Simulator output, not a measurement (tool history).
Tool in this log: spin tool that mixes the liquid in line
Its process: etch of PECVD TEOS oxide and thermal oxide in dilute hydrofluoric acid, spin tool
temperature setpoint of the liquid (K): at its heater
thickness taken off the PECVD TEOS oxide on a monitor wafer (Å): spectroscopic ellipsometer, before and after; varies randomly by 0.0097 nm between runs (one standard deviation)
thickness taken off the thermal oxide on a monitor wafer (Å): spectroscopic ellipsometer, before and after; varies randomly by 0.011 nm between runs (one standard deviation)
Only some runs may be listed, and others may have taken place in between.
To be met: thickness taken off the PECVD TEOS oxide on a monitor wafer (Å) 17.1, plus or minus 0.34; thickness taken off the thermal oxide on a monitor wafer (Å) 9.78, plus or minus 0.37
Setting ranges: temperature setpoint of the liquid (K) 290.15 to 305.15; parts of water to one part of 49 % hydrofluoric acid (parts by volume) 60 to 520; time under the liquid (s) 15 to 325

| run | hour | temperature setpoint of the liquid (K) | parts of water to one part of 49 % hydrofluoric acid (parts by volume) | time under the liquid (s) | thickness taken off the PECVD TEOS oxide on a monitor wafer (Å) | thickness taken off the thermal oxide on a monitor wafer (Å) |
|---|---|---|---|---|---|---|
| 1 | 0 | 297.15 | 290 | 165 | 39.108 | 22.328 |
| 2 | 5.2 | 295.15 | 330 | 165 | 31.153 | 17.709 |
| 3 | 7.8 | 295.15 | 260 | 165 | 41.896 | 24.362 |
| 4 | 14.9 | 295.15 | 260 | 130 | 33.047 | 18.926 |
| 5 | 22.5 | 297.65 | 260 | 130 | 36.091 | 20.77 |
| 6 | 29.4 | 297.65 | 300 | 130 | 29.836 | 17.469 |
| 7 | 33.9 | 293.65 | 375 | 125 | 18.8 | 10.826 |
| 8 | 40.8 | 292.65 | 375 | 125 | 18.231 | 10.428 |
| 9 | 42 | 292.15 | 375 | 125 | 17.769 | 10.376 |

Pick the move, out of 4, that brings all results within their allowed miss; only one does.
| A | 43.2 | 290.15 | 295 | 105 | ? | ? |
| B | 43.2 | 295.15 | 300 | 80 | ? | ? |
| C | 43.2 | 290.15 | 135 | 35 | ? | ? |
| D | 43.2 | 293.65 | 365 | 105 | ? | ? |

| move | thickness taken off the PECVD TEOS oxide on a monitor wafer (Å) | thickness taken off the thermal oxide on a monitor wafer (Å) |
|---|---|---|
| A | 18.793 | 10.806 |
| B | 16.848 | 9.6879 |
| C | 15.822 | 9.0982 |
| D | 16.265 | 9.3526 |
A: its largest miss is bigger than the last run's
B: meets every target
C: takes the biggest miss from the last run beyond its target
D: takes the biggest miss from the last run beyond its target
Go with B: it meets all targets.

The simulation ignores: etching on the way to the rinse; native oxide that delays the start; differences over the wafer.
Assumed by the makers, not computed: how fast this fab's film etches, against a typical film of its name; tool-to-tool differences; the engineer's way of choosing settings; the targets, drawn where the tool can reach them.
